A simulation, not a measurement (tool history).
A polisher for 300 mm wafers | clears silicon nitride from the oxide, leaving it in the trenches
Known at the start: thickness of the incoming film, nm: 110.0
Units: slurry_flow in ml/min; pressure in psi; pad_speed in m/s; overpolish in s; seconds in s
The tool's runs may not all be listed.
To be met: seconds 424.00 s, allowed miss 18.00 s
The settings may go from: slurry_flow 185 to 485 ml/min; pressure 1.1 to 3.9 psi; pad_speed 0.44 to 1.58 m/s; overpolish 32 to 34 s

run,day,slurry_flow,pressure,pad_speed,overpolish,seconds
1,0.000,310,2.5,1.00,32,118.61
2,0.300,280,2.2,0.86,32,152.98
3,0.375,260,1.9,0.76,32,204.59
4,0.588,260,1.9,0.76,32,202.44
5,0.875,260,1.9,0.52,32,289.31
6,1.071,260,1.5,0.52,32,367.73
7,1.133,260,1.5,0.52,32,372.07
8,1.304,265,1.4,0.52,32,383.23
9,1.412,265,1.4,0.52,32,390.89

Which of these 5 next moves meets every target?
A,1.521,335,1.6,0.54,32,?
B,1.521,290,1.1,0.70,33,?
C,1.521,270,1.6,0.48,32,?
D,1.521,225,1.3,0.56,32,?
E,1.521,245,1.1,0.62,34,?

move,seconds
A,331.59
B,372.29
C,375.54
D,400.23
E,422.64
A: further off than the last run
B: further off than the last run
C: further off than the last run
D: nearer than the last run, and not there yet
E: meets every target
Answer: E

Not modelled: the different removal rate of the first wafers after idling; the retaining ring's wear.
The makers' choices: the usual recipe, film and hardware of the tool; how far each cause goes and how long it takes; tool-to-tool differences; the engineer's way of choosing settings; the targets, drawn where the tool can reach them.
